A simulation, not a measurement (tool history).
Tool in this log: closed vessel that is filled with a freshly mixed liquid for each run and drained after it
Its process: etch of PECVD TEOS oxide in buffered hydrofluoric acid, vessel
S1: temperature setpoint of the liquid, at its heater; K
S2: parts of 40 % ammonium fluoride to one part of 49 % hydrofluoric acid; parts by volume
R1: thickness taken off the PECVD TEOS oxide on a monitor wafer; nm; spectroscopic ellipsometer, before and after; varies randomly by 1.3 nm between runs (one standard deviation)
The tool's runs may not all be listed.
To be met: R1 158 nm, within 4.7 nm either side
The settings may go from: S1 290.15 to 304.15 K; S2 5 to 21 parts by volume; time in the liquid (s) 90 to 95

run 1 day=0 | S1=296.15 S2=13 time_in_the_liquid_(s)=90 | R1=80.748
run 2 day=0.192 | S1=294.65 S2=13 time_in_the_liquid_(s)=90 | R1=72.955
run 3 day=0.371 | S1=296.65 S2=12.5 time_in_the_liquid_(s)=90 | R1=85.202
run 4 day=0.696 | S1=298.65 S2=12.5 time_in_the_liquid_(s)=90 | R1=93.864
run 5 day=0.917 | S1=299.65 S2=11.5 time_in_the_liquid_(s)=90 | R1=108.65
run 6 day=1.196 | S1=299.65 S2=11.5 time_in_the_liquid_(s)=90 | R1=108.81
run 7 day=1.292 | S1=300.65 S2=11 time_in_the_liquid_(s)=90 | R1=120.42
run 8 day=1.471 | S1=301.15 S2=11 time_in_the_liquid_(s)=90 | R1=124.74
run 9 day=1.654 | S1=301.65 S2=11 time_in_the_liquid_(s)=90 | R1=128.74
run 10 day=2.025 | S1=302.15 S2=11 time_in_the_liquid_(s)=90 | R1=129.69
run 11 day=2.325 | S1=302.65 S2=10.5 time_in_the_liquid_(s)=90 | R1=142.68
run 12 day=2.646 | S1=302.65 S2=10.5 time_in_the_liquid_(s)=90 | R1=141.26
run 13 day=2.9 | S1=303.15 S2=10.5 time_in_the_liquid_(s)=90 | R1=143.07

Consider the 5 candidate settings below. Which is the only one whose results all fall within their allowed miss of target?
run A day=3.154 | S1=303.15 S2=13 time_in_the_liquid_(s)=95 | R1=?
run B day=3.154 | S1=304.15 S2=10 time_in_the_liquid_(s)=95 | R1=?
run C day=3.154 | S1=304.15 S2=10 time_in_the_liquid_(s)=90 | R1=?
run D day=3.154 | S1=302.65 S2=11 time_in_the_liquid_(s)=90 | R1=?
run E day=3.154 | S1=304.15 S2=11 time_in_the_liquid_(s)=90 | R1=?

move=A R1=122.34
move=B R1=166.45
move=C R1=157.69
move=D R1=132.88
move=E R1=143.74
A: lands further from the targets than the last run did
B: carries the result that was furthest off beyond its target, to the other side
C: hits every target within its allowed miss
D: lands further from the targets than the last run did
E: no nearer and no further than the last run
The move that meets every target is C.
